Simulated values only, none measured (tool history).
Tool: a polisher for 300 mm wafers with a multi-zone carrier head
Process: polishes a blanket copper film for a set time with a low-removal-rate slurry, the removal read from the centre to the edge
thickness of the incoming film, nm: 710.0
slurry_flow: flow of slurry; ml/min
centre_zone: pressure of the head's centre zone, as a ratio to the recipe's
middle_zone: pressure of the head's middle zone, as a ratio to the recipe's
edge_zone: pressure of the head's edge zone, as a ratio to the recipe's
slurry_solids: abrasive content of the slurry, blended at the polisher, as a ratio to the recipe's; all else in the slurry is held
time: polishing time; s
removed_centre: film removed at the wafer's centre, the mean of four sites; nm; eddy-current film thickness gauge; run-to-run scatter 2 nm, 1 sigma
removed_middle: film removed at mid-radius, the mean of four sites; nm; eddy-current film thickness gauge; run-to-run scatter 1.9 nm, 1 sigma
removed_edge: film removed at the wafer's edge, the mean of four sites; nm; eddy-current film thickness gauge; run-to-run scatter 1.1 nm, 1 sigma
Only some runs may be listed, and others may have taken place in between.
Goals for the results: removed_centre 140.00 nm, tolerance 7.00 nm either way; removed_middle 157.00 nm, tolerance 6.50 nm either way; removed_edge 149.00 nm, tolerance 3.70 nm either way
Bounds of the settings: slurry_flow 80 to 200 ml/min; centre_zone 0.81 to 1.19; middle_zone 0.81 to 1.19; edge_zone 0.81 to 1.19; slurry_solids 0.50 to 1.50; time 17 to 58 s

run  hour  slurry_flow  centre_zone  middle_zone  edge_zone  slurry_solids  time  removed_centre  removed_middle  removed_edge
  1   0.0          130         1.00         1.00       1.00           1.00    37          166.06          163.83        167.39
  2   8.7          130         1.00         1.00       1.00           1.10    37          170.34          167.81        169.60
  3  13.5          130         0.97         1.00       1.00           1.10    37          160.23          169.40        169.63
  4  18.6          120         0.96         1.00       0.96           1.05    37          157.03          163.08        163.86
  5  22.6          120         0.96         1.00       0.93           1.05    37          156.42          162.92        161.94
  6  23.1          120         0.96         1.00       0.93           1.05    42          176.10          187.90        183.44
  7  29.9          115         0.95         1.01       0.90           0.90    41          161.99          176.41        171.00
  8  33.1          110         0.95         1.01       0.88           0.80    41          158.86          169.35        165.76
  9  35.7          105         0.94         1.02       0.86           0.75    41          153.39          165.56        160.42
 10  36.7          100         0.93         1.03       0.85           0.70    41          146.55          163.56        155.46
 11  38.5          100         0.93         1.03       0.85           0.70    41          147.64          163.64        156.30

Consider the 5 candidate settings below. Which is the only one whose results all fall within their allowed miss of target?
  A  40.3           85         0.98         1.14       0.93           1.10    36               ?               ?             ?
  B  40.3          120         0.86         1.12       0.82           0.55    40               ?               ?             ?
  C  40.3           95         1.03         0.98       0.85           0.65    44               ?               ?             ?
  D  40.3          125         1.03         1.06       0.82           0.70    37               ?               ?             ?
  E  40.3           95         0.88         0.96       0.89           0.70    42               ?               ?             ?

move  removed_centre  removed_middle  removed_edge
   A          138.11          154.66        147.16
   B          135.83          168.94        150.40
   C          169.54          165.75        163.87
   D          158.59          159.38        145.84
   E          139.80          158.66        160.66
A: hits every target within its allowed miss
B: corrects the largest miss of the last run, while another result sits out of spec
C: moves away from the targets compared with the last run
D: corrects the largest miss of the last run, while another result sits out of spec
E: moves away from the targets compared with the last run
Go with A: it meets all targets.
